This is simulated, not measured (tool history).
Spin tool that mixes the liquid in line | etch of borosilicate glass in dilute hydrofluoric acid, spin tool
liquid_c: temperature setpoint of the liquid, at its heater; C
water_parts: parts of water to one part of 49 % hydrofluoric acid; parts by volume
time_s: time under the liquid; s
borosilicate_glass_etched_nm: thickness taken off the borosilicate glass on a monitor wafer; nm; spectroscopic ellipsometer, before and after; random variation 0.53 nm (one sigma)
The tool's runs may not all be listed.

run,hour,liquid_c,water_parts,time_s,borosilicate_glass_etched_nm
1,0.0,26.0,120,150,59.712
2,1.0,27.5,120,150,62.780
3,3.6,29.0,110,150,73.889
4,7.8,30.0,105,150,80.936
5,11.1,30.0,105,150,81.058
6,17.3,30.0,135,150,60.616
7,21.2,30.0,135,150,60.633
8,26.9,31.0,125,150,68.870
9,30.6,31.5,115,150,76.985
10,38.8,31.5,115,150,77.356
11,39.8,32.0,105,150,86.898
12,43.8,32.5,100,150,93.385
13,50.6,34.0,85,150,119.440

Forecast run 14:
14,51.3,33.5,85,150,?

{"run 14": {"borosilicate_glass_etched_nm": 116.09}}

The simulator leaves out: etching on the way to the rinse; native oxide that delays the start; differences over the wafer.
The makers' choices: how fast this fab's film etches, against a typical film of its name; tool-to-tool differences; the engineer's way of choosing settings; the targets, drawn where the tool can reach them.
